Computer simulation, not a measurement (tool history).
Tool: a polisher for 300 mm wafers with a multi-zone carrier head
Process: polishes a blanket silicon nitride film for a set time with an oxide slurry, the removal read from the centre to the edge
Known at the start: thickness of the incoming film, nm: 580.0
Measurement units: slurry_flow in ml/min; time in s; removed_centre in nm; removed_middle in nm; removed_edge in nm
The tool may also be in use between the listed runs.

run	hour	slurry_flow	centre_zone	middle_zone	edge_zone	slurry_solids	time	removed_centre	removed_middle	removed_edge
1	0.0	240	1.00	1.00	1.00	1.00	55	30.947	30.920	30.353
2	5.8	255	0.98	1.07	1.00	1.00	55	30.230	32.728	31.048
3	11.8	255	0.98	1.07	1.00	1.05	55	31.202	33.173	31.777
4	20.4	255	0.98	1.07	1.00	1.05	41	23.165	25.127	23.104
5	27.6	265	0.96	1.11	0.95	1.20	44	25.891	30.097	26.275
6	34.3	265	0.96	1.11	0.95	1.20	33	19.481	21.690	19.652
7	36.9	280	0.96	1.14	0.95	1.30	38	23.488	26.693	23.517

Run 8, settings as shown, results not yet in. Your forecast:
8	42.3	250	0.95	1.15	0.93	1.35	42	?	?	?

removed_centre: 25.805 nm
removed_middle: 30.233 nm
removed_edge: 25.662 nm

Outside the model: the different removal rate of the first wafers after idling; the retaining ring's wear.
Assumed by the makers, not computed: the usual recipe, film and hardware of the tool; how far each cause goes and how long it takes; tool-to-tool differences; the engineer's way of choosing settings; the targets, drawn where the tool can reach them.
